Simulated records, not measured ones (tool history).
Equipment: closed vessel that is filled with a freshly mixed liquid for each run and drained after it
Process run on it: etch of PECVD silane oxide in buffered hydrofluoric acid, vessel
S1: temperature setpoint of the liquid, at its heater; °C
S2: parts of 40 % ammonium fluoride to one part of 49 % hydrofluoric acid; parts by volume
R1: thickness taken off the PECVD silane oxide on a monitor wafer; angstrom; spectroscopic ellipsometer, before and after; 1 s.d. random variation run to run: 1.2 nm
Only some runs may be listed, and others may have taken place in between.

run 1 hour=0 | S1=22 S2=15.5 time_in_the_liquid_(s)=105 | R1=2129.4
run 2 hour=5.6 | S1=21 S2=16 time_in_the_liquid_(s)=105 | R1=1965.2
run 3 hour=9.6 | S1=21 S2=14 time_in_the_liquid_(s)=105 | R1=2228.5
run 4 hour=18.2 | S1=21 S2=14 time_in_the_liquid_(s)=105 | R1=2210.4
run 5 hour=21.8 | S1=20 S2=14.5 time_in_the_liquid_(s)=105 | R1=2007.7
run 6 hour=23 | S1=19.5 S2=15 time_in_the_liquid_(s)=105 | R1=1899.5
run 7 hour=26.4 | S1=19 S2=15.5 time_in_the_liquid_(s)=105 | R1=1801
run 8 hour=35.3 | S1=18.5 S2=16 time_in_the_liquid_(s)=105 | R1=1694.3

Run 9 comes next. What will it give?
run 9 hour=38.3 | S1=18 S2=16 time_in_the_liquid_(s)=105 | R1=?

R1: 1639.9 angstrom
